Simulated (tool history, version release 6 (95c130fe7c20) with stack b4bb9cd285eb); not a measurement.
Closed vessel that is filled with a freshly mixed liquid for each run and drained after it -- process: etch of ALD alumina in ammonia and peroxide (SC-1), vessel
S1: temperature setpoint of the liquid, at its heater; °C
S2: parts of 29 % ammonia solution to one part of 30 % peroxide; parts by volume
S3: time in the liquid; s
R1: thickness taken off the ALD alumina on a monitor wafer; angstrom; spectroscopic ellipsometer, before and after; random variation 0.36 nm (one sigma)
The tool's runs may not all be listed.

{"run": 1, "day": 0.0, "S1": 55.0, "S2": 0.9, "S3": 600, "R1": 518.17}
{"run": 2, "day": 0.317, "S1": 55.0, "S2": 0.9, "S3": 640, "R1": 553.47}
{"run": 3, "day": 0.421, "S1": 57.5, "S2": 0.9, "S3": 640, "R1": 629.9}
{"run": 4, "day": 0.621, "S1": 57.5, "S2": 0.75, "S3": 640, "R1": 618.1}
{"run": 5, "day": 0.971, "S1": 57.5, "S2": 0.9, "S3": 640, "R1": 627.52}
{"run": 6, "day": 1.342, "S1": 63.5, "S2": 0.9, "S3": 640, "R1": 837.25}

Predict the results of run 7:
{"run": 7, "day": 1.7, "S1": 60.0, "S2": 0.9, "S3": 640, "R1": "?"}

{"run 7": {"R1": 713.32}}
